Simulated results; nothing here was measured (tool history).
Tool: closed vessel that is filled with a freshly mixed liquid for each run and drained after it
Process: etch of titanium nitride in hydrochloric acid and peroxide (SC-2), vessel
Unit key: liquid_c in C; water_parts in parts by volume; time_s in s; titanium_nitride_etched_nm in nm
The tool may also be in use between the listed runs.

{"run": 1, "hour": 0.0, "liquid_c": 53, "water_parts": 8.5, "time_s": 110, "titanium_nitride_etched_nm": 5.6779}
{"run": 2, "hour": 2.1, "liquid_c": 48, "water_parts": 8.5, "time_s": 110, "titanium_nitride_etched_nm": 4.0995}
{"run": 3, "hour": 7.5, "liquid_c": 53.5, "water_parts": 8.5, "time_s": 110, "titanium_nitride_etched_nm": 5.8721}
{"run": 4, "hour": 11.5, "liquid_c": 53.5, "water_parts": 8.5, "time_s": 85, "titanium_nitride_etched_nm": 4.5307}
{"run": 5, "hour": 18.8, "liquid_c": 53.5, "water_parts": 8.5, "time_s": 85, "titanium_nitride_etched_nm": 4.5402}
{"run": 6, "hour": 27.1, "liquid_c": 59, "water_parts": 8.5, "time_s": 85, "titanium_nitride_etched_nm": 6.48}

Predict the results of run 7:
{"run": 7, "hour": 28.9, "liquid_c": 53, "water_parts": 8.5, "time_s": 85, "titanium_nitride_etched_nm": "?"}

For run 7 the tool returned titanium_nitride_etched_nm 4.3603 nm.

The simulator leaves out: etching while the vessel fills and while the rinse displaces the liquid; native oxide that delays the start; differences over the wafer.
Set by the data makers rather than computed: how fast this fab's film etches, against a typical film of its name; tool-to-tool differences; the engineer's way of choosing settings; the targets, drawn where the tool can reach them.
